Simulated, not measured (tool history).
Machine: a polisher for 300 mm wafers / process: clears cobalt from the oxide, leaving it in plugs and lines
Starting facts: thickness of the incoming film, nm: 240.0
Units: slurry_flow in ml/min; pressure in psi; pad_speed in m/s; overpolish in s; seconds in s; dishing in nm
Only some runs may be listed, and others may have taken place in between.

Run 1, hour 0.0: slurry_flow 250 ml/min, pressure 2.1 psi, pad_speed 0.96 m/s, overpolish 27 s. Result: seconds 60.893 s, dishing 54.083 nm.
Run 2, hour 7.2: slurry_flow 245 ml/min, pressure 2.0 psi, pad_speed 0.94 m/s, overpolish 21 s. Result: seconds 64.246 s, dishing 46.608 nm.
Run 3, hour 15.2: slurry_flow 215 ml/min, pressure 1.7 psi, pad_speed 1.06 m/s, overpolish 17 s. Result: seconds 68.010 s, dishing 41.894 nm.
Run 4, hour 21.4: slurry_flow 195 ml/min, pressure 1.5 psi, pad_speed 1.18 m/s, overpolish 14 s. Result: seconds 68.713 s, dishing 37.243 nm.
Run 5, hour 30.2: slurry_flow 225 ml/min, pressure 1.5 psi, pad_speed 1.18 m/s, overpolish 14 s. Result: seconds 69.196 s, dishing 39.180 nm.
Run 6, hour 38.9: slurry_flow 225 ml/min, pressure 1.5 psi, pad_speed 1.28 m/s, overpolish 14 s. Result: seconds 63.327 s, dishing 38.946 nm.

The next listed run, before its measurement:
Run 7, hour 46.6: slurry_flow 200 ml/min, pressure 1.3 psi, pad_speed 1.36 m/s, overpolish 12 s. Result: seconds ?, dishing ?.

seconds: 68.918 s
dishing: 34.176 nm
